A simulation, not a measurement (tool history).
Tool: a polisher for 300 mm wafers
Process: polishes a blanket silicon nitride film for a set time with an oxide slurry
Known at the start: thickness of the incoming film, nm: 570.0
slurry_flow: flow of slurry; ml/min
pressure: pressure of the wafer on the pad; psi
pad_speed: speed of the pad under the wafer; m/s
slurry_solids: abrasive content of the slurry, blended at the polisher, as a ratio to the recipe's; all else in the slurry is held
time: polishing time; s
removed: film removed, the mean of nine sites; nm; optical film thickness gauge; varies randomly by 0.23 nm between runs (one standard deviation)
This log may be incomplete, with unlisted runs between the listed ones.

run 1 hour=0 | slurry_flow=235 pressure=4.3 pad_speed=1.28 slurry_solids=1 time=35 | removed=29.739
run 2 hour=2.7 | slurry_flow=235 pressure=4.3 pad_speed=1.28 slurry_solids=1.1 time=35 | removed=31.133
run 3 hour=6 | slurry_flow=240 pressure=4.4 pad_speed=1.28 slurry_solids=1.1 time=35 | removed=32.054
run 4 hour=8 | slurry_flow=240 pressure=5.1 pad_speed=1.28 slurry_solids=1.1 time=35 | removed=37.19
run 5 hour=14.1 | slurry_flow=240 pressure=5.1 pad_speed=1.28 slurry_solids=1.1 time=35 | removed=36.63
run 6 hour=15.1 | slurry_flow=240 pressure=5.1 pad_speed=1.28 slurry_solids=1.1 time=35 | removed=37.115

Predict the results of run 7:
run 7 hour=19.9 | slurry_flow=235 pressure=5 pad_speed=1.28 slurry_solids=1.1 time=35 | removed=?

Run 7 produced removed 36.09 nm.

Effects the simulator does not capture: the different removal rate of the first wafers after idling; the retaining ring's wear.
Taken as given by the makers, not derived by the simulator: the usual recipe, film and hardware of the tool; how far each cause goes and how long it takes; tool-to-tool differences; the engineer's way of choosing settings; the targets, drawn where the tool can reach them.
